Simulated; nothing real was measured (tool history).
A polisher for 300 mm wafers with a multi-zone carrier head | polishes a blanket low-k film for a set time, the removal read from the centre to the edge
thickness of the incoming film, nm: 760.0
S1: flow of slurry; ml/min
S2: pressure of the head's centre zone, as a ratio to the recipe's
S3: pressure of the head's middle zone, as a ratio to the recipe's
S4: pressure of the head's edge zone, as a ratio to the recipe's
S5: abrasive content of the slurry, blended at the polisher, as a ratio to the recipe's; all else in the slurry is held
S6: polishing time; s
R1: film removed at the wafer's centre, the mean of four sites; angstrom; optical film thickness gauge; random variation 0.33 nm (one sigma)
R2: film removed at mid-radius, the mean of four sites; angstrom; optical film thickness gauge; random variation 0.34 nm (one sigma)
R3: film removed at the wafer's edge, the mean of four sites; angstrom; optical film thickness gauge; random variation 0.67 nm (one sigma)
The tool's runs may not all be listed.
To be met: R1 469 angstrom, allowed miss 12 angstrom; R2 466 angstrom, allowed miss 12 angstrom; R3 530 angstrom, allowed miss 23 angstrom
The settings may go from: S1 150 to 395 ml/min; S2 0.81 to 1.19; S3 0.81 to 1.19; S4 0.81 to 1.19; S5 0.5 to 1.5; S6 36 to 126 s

Run 1, day 0: S1 250 ml/min, S2 1, S3 1, S4 1, S5 1, S6 81 s. Result: R1 438.82 angstrom, R2 419.08 angstrom, R3 430.9 angstrom.
Run 2, day 0.079: S1 265 ml/min, S2 0.99, S3 1, S4 1.05, S5 1.05, S6 81 s. Result: R1 442.33 angstrom, R2 436.27 angstrom, R3 463.29 angstrom.
Run 3, day 0.162: S1 285 ml/min, S2 1, S3 1, S4 1.08, S5 1.05, S6 81 s. Result: R1 455.59 angstrom, R2 436.93 angstrom, R3 459.18 angstrom.
Run 4, day 0.454: S1 285 ml/min, S2 1, S3 0.96, S4 1.08, S5 1.05, S6 81 s. Result: R1 451.69 angstrom, R2 423.78 angstrom, R3 464.83 angstrom.
Run 5, day 0.817: S1 285 ml/min, S2 1, S3 0.96, S4 1.04, S5 1.05, S6 81 s. Result: R1 453.39 angstrom, R2 428.04 angstrom, R3 457.24 angstrom.
Run 6, day 1.1: S1 285 ml/min, S2 1, S3 1.01, S4 1.04, S5 1.05, S6 81 s. Result: R1 454.96 angstrom, R2 438.87 angstrom, R3 456.51 angstrom.
Run 7, day 1.371: S1 290 ml/min, S2 0.99, S3 1, S4 1.08, S5 1.1, S6 81 s. Result: R1 459.85 angstrom, R2 448.29 angstrom, R3 467.14 angstrom.
Run 8, day 1.504: S1 270 ml/min, S2 0.98, S3 0.98, S4 1.1, S5 1.15, S6 82 s. Result: R1 459.3 angstrom, R2 449.3 angstrom, R3 482.26 angstrom.
Run 9, day 1.812: S1 270 ml/min, S2 0.97, S3 0.97, S4 1.12, S5 1.2, S6 82 s. Result: R1 467.7 angstrom, R2 446.41 angstrom, R3 490.81 angstrom.

Which of these 4 next moves meets every target?
Run A, day 2.121: S1 250 ml/min, S2 0.89, S3 0.82, S4 1.19, S5 1.2, S6 91 s. Result: R1 ?, R2 ?, R3 ?.
Run B, day 2.121: S1 270 ml/min, S2 1.09, S3 1.05, S4 1.05, S5 1.2, S6 72 s. Result: R1 ?, R2 ?, R3 ?.
Run C, day 2.121: S1 275 ml/min, S2 0.95, S3 0.85, S4 1.19, S5 1.2, S6 84 s. Result: R1 ?, R2 ?, R3 ?.
Run D, day 2.121: S1 240 ml/min, S2 0.94, S3 0.96, S4 1.19, S5 1.25, S6 85 s. Result: R1 ?, R2 ?, R3 ?.

move      R1      R2      R3
   A  470.05  434.67  562.86
   B  453.78  422.64  419.45
   C  466.54  417.19  523.76
   D  466.22   464.3  530.46
A: takes the result that was furthest off past its target
B: further off than the last run
C: brings the result that was furthest off to its target, and leaves another outside
D: meets every target
Move D is the one to make.
